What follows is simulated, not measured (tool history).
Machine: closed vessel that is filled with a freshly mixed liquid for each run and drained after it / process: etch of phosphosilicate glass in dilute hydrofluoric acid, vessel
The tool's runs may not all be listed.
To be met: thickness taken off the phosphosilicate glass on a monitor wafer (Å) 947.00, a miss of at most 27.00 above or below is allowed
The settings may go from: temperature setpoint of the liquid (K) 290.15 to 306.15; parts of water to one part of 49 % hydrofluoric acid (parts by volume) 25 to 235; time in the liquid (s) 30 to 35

run  hour  temperature setpoint of the liquid (K)  parts of water to one part of 49 % hydrofluoric acid (parts by volume)  time in the liquid (s)  thickness taken off the phosphosilicate glass on a monitor wafer (Å)
  1   0.0                                  298.15                                                                     130                      35                                                                574.15
  2   8.4                                  300.65                                                                     130                      35                                                                631.85
  3  15.0                                  300.65                                                                     160                      35                                                                498.47
  4  16.0                                  301.65                                                                     150                      35                                                                553.02
  5  23.4                                  302.65                                                                     140                      35                                                                627.54
  6  30.4                                  302.65                                                                     140                      30                                                                535.07
  7  34.2                                  303.15                                                                     130                      30                                                                590.83
  8  38.1                                  303.65                                                                     120                      30                                                                667.78
  9  42.2                                  306.15                                                                      90                      30                                                               1018.10
 10  50.4                                  305.65                                                                      90                      30                                                                995.06

4 next moves are on the table. One of them brings every result within its allowed miss. Which?
  A  58.6                                  302.65                                                                      90                      35                                                                     ?
  B  58.6                                  306.15                                                                      95                      35                                                                     ?
  C  58.6                                  303.15                                                                      90                      35                                                                     ?
  D  58.6                                  306.15                                                                     110                      35                                                                     ?

move  thickness taken off the phosphosilicate glass on a monitor wafer (Å)
   A                                                               1046.80
   B                                                               1121.80
   C                                                               1066.90
   D                                                                947.16
A: the biggest miss grows against the last run
B: the biggest miss grows against the last run
C: the biggest miss grows against the last run
D: in spec on every target
The right move is D.

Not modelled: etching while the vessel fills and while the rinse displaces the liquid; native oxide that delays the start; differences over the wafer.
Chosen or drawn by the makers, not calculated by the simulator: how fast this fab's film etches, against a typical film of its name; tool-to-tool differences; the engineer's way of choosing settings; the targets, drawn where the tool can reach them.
